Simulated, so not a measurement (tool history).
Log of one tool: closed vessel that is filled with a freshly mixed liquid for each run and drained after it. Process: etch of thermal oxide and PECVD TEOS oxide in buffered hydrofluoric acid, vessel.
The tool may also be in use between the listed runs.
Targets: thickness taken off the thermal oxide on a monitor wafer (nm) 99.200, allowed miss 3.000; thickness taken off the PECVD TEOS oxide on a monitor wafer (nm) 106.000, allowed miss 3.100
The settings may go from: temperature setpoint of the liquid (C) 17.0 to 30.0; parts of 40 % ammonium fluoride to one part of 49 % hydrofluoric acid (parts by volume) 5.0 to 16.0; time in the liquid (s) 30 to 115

run	hour	temperature setpoint of the liquid (C)	parts of 40 % ammonium fluoride to one part of 49 % hydrofluoric acid (parts by volume)	time in the liquid (s)	thickness taken off the thermal oxide on a monitor wafer (nm)	thickness taken off the PECVD TEOS oxide on a monitor wafer (nm)
1	0.0	22.0	9.5	60	64.187	68.501
2	7.3	22.0	11.5	60	54.663	58.649
3	8.5	20.0	11.5	60	48.863	51.968
4	16.6	17.5	11.5	60	42.708	45.162
5	25.0	21.0	11.0	60	53.763	57.659
6	29.5	23.5	10.5	60	64.847	68.932
7	33.3	25.5	10.0	60	76.303	81.002
8	34.9	27.0	10.0	60	83.717	88.054
9	41.9	28.0	10.0	60	88.582	93.602
10	43.7	28.5	10.0	60	88.699	94.492
11	50.0	29.0	10.0	60	90.581	97.143
12	55.0	29.5	10.0	60	93.898	100.230

Which of these 4 next moves meets every target?
A	60.0	27.5	13.5	85	?	?
B	60.0	29.5	10.0	55	?	?
C	60.0	28.5	10.5	70	?	?
D	60.0	29.5	12.5	70	?	?

move	thickness taken off the thermal oxide on a monitor wafer (nm)	thickness taken off the PECVD TEOS oxide on a monitor wafer (nm)
A	89.889	97.348
B	86.651	93.841
C	99.770	108.050
D	88.742	96.106
A: further off than the last run
B: further off than the last run
C: meets every target
D: further off than the last run
Move C is the one to make.
